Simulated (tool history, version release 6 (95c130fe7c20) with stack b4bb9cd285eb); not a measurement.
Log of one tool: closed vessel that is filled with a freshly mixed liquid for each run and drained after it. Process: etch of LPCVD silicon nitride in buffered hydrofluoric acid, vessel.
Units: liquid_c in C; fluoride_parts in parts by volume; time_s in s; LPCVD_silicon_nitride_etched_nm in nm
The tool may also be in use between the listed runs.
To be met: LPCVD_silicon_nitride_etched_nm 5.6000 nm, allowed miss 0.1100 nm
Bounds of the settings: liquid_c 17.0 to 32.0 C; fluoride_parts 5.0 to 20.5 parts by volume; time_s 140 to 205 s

run	hour	liquid_c	fluoride_parts	time_s	LPCVD_silicon_nitride_etched_nm
1	0.0	24.0	12.5	205	2.9477
2	9.1	25.0	12.0	205	3.2057
3	14.3	25.0	12.0	205	3.2652
4	20.3	25.0	12.0	205	3.2000
5	24.8	26.0	11.5	205	3.5752
6	30.2	29.5	11.5	205	4.3025
7	34.0	30.0	11.5	205	4.4022
8	36.4	30.5	11.5	205	4.5110

4 next moves are on the table. One of them brings every result within its allowed miss. Which?
A	38.8	28.5	11.0	205	?
B	38.8	30.5	9.5	205	?
C	38.8	31.5	8.5	190	?
D	38.8	30.5	9.0	205	?

move	LPCVD_silicon_nitride_etched_nm
A	4.2308
B	5.2475
C	5.7785
D	5.5635
A: further off than the last run
B: nearer than the last run, and not there yet
C: takes the result that was furthest off past its target
D: meets every target
The right move is D.
